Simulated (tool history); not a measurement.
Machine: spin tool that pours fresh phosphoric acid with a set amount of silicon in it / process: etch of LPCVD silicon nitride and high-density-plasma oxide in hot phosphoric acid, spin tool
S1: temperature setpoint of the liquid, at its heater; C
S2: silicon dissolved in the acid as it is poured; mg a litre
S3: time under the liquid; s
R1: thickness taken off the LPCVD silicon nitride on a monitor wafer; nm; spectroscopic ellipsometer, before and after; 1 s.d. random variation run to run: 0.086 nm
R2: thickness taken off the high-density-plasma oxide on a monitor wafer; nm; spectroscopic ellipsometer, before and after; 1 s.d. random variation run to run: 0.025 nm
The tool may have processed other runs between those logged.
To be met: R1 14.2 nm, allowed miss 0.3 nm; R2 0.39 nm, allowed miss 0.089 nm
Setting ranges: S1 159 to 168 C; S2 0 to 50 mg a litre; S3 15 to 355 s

Run 1, day 0: S1 164 C, S2 23 mg a litre, S3 180 s. Result: R1 18.807 nm, R2 0.30875 nm.
Run 2, day 0.175: S1 163 C, S2 18 mg a litre, S3 175 s. Result: R1 17.941 nm, R2 0.29128 nm.
Run 3, day 0.354: S1 163 C, S2 13.5 mg a litre, S3 165 s. Result: R1 16.742 nm, R2 0.34556 nm.
Run 4, day 0.571: S1 162.5 C, S2 10.5 mg a litre, S3 160 s. Result: R1 16.001 nm, R2 0.33672 nm.
Run 5, day 0.767: S1 160.5 C, S2 10.5 mg a litre, S3 160 s. Result: R1 14.917 nm, R2 0.3136 nm.
Run 6, day 0.817: S1 160.5 C, S2 10.5 mg a litre, S3 230 s. Result: R1 21.572 nm, R2 0.46726 nm.
Run 7, day 1.1: S1 160 C, S2 8 mg a litre, S3 215 s. Result: R1 19.96 nm, R2 0.39854 nm.
Run 8, day 1.375: S1 160 C, S2 6 mg a litre, S3 200 s. Result: R1 18.338 nm, R2 0.42918 nm.
Run 9, day 1.538: S1 160 C, S2 4.5 mg a litre, S3 190 s. Result: R1 17.581 nm, R2 0.39574 nm.
Run 10, day 1.717: S1 160 C, S2 3.5 mg a litre, S3 180 s. Result: R1 16.584 nm, R2 0.35602 nm.
Run 11, day 2.017: S1 160 C, S2 2.5 mg a litre, S3 175 s. Result: R1 16.294 nm, R2 0.33042 nm.
Run 12, day 2.196: S1 161.5 C, S2 0 mg a litre, S3 135 s. Result: R1 13.136 nm, R2 0.314 nm.
Run 13, day 2.442: S1 162 C, S2 0 mg a litre, S3 135 s. Result: R1 13.259 nm, R2 0.34921 nm.
Run 14, day 2.675: S1 162.5 C, S2 0.5 mg a litre, S3 135 s. Result: R1 13.622 nm, R2 0.37217 nm.
Run 15, day 3: S1 163 C, S2 1 mg a litre, S3 135 s. Result: R1 13.795 nm, R2 0.3524 nm.

Pick the move, out of 4, that brings all results within their allowed miss; only one does.
Run A, day 3.325: S1 163 C, S2 0 mg a litre, S3 140 s. Result: R1 ?, R2 ?.
Run B, day 3.325: S1 163.5 C, S2 23.5 mg a litre, S3 130 s. Result: R1 ?, R2 ?.
Run C, day 3.325: S1 163 C, S2 26 mg a litre, S3 140 s. Result: R1 ?, R2 ?.
Run D, day 3.325: S1 163.5 C, S2 4.5 mg a litre, S3 130 s. Result: R1 ?, R2 ?.

move      R1       R2
   A  14.253  0.37494
   B  13.456  0.20681
   C  14.253  0.19769
   D  13.456  0.33155
A: hits every target within its allowed miss
B: the biggest miss grows against the last run
C: meets the target for the result that was furthest off, but another lies outside its allowed miss
D: the biggest miss grows against the last run
A is the move that brings every result within its allowed miss.
